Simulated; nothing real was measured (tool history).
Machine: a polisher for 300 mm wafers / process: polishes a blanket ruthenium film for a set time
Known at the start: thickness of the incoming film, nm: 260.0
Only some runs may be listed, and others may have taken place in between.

run  hour  flow of slurry (ml/min)  pressure of the wafer on the pad (psi)  speed of the pad under the wafer (m/s)  polishing time (s)  film removed (angstrom)
  1     0                      295                                     1.7                                     1.3                  45                   467.55
  2   8.2                      300                                     1.9                                     1.3                  45                   516.92
  3    17                      300                                       2                                     1.3                  45                   534.02
  4  24.1                      350                                       2                                     1.3                  45                   546.58
  5  27.4                      350                                       2                                    1.46                  45                   611.44
  6  30.2                      385                                       2                                    1.46                  45                   619.62
  7  34.9                      385                                       2                                    1.46                  45                    612.1
  8  43.2                      385                                     2.1                                    1.46                  45                   646.36
  9  51.3                      385                                     2.2                                    1.46                  45                   656.14
 10  57.4                      385                                     2.3                                    1.46                  45                    690.8
 11  66.3                      385                                     2.4                                    1.46                  45                   711.86
 12  75.1                      385                                     2.5                                    1.46                  45                   737.22

Run 13 has not been measured yet. What should we expect?
 13  80.1                      390                                     2.6                                    1.46                  45                        ?

Run 13 gave film removed (angstrom) 760.04.
